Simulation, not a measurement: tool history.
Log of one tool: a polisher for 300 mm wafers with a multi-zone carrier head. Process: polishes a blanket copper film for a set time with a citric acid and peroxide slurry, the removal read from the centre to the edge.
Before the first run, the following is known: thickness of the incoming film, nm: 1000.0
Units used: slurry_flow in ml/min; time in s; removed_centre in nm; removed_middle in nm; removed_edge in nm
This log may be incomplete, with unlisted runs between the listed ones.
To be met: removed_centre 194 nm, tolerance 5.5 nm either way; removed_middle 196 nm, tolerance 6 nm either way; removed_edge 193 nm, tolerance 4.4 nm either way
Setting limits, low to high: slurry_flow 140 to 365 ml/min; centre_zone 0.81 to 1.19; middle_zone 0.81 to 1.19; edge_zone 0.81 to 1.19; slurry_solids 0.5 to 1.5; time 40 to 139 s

Run 1, day 0: slurry_flow 235 ml/min, centre_zone 1, middle_zone 1, edge_zone 1, slurry_solids 1, time 89 s. Result: removed_centre 144.82 nm, removed_middle 144.26 nm, removed_edge 145.54 nm.
Run 2, day 0.096: slurry_flow 240 ml/min, centre_zone 1.01, middle_zone 1.01, edge_zone 1.02, slurry_solids 1.05, time 90 s. Result: removed_centre 148.75 nm, removed_middle 147.71 nm, removed_edge 151.65 nm.
Run 3, day 0.425: slurry_flow 240 ml/min, centre_zone 1.01, middle_zone 1.07, edge_zone 1.02, slurry_solids 1.05, time 90 s. Result: removed_centre 150.33 nm, removed_middle 157.05 nm, removed_edge 149.65 nm.
Run 4, day 0.6: slurry_flow 245 ml/min, centre_zone 1.02, middle_zone 1.08, edge_zone 1.04, slurry_solids 1.1, time 90 s. Result: removed_centre 152.81 nm, removed_middle 156.75 nm, removed_edge 153.92 nm.
Run 5, day 0.925: slurry_flow 245 ml/min, centre_zone 1.02, middle_zone 1.08, edge_zone 0.99, slurry_solids 1.1, time 90 s. Result: removed_centre 152.01 nm, removed_middle 159.79 nm, removed_edge 149.37 nm.
Run 6, day 1.167: slurry_flow 245 ml/min, centre_zone 1.02, middle_zone 1.08, edge_zone 0.99, slurry_solids 1.1, time 77 s. Result: removed_centre 130 nm, removed_middle 135.01 nm, removed_edge 128.49 nm.
Run 7, day 1.296: slurry_flow 250 ml/min, centre_zone 1.03, middle_zone 1.09, edge_zone 1, slurry_solids 1.15, time 79 s. Result: removed_centre 138.33 nm, removed_middle 141.41 nm, removed_edge 134.27 nm.
Run 8, day 1.654: slurry_flow 255 ml/min, centre_zone 1.03, middle_zone 1.1, edge_zone 1.01, slurry_solids 1.2, time 81 s. Result: removed_centre 141.42 nm, removed_middle 148.69 nm, removed_edge 139.55 nm.
Run 9, day 1.908: slurry_flow 300 ml/min, centre_zone 1.13, middle_zone 1.11, edge_zone 1.11, slurry_solids 1.45, time 99 s. Result: removed_centre 205.21 nm, removed_middle 197.29 nm, removed_edge 185.16 nm.
Run 10, day 2.279: slurry_flow 300 ml/min, centre_zone 1.12, middle_zone 1.11, edge_zone 1.12, slurry_solids 1.45, time 99 s. Result: removed_centre 199.8 nm, removed_middle 192.7 nm, removed_edge 186.95 nm.

Of the 5 settings listed for the next run, only one would bring every result within its allowed miss of target. Which one?
Run A, day 2.65: slurry_flow 330 ml/min, centre_zone 1.05, middle_zone 1.08, edge_zone 1.1, slurry_solids 1.5, time 101 s. Result: removed_centre ?, removed_middle ?, removed_edge ?.
Run B, day 2.65: slurry_flow 315 ml/min, centre_zone 1.14, middle_zone 1.1, edge_zone 1.15, slurry_solids 1.45, time 100 s. Result: removed_centre ?, removed_middle ?, removed_edge ?.
Run C, day 2.65: slurry_flow 220 ml/min, centre_zone 0.98, middle_zone 1, edge_zone 1.05, slurry_solids 1.5, time 114 s. Result: removed_centre ?, removed_middle ?, removed_edge ?.
Run D, day 2.65: slurry_flow 280 ml/min, centre_zone 1.15, middle_zone 1.11, edge_zone 1.16, slurry_solids 1.45, time 100 s. Result: removed_centre ?, removed_middle ?, removed_edge ?.
Run E, day 2.65: slurry_flow 300 ml/min, centre_zone 1.16, middle_zone 1.07, edge_zone 1.1, slurry_solids 1.35, time 99 s. Result: removed_centre ?, removed_middle ?, removed_edge ?.

move  removed_centre  removed_middle  removed_edge
   A          195.06          194.63        195.44
   B          207.36          193.42        195.85
   C          194.68          196.23        208.01
   D          206.38          192.52        194.85
   E          204.74          183.41        186.17
A: all results land within tolerance of their targets
B: puts the biggest miss on target and leaves a different result outside tolerance
C: takes the biggest miss from the last run beyond its target
D: puts the biggest miss on target and leaves a different result outside tolerance
E: moves away from the targets compared with the last run
Go with A: it meets all targets.

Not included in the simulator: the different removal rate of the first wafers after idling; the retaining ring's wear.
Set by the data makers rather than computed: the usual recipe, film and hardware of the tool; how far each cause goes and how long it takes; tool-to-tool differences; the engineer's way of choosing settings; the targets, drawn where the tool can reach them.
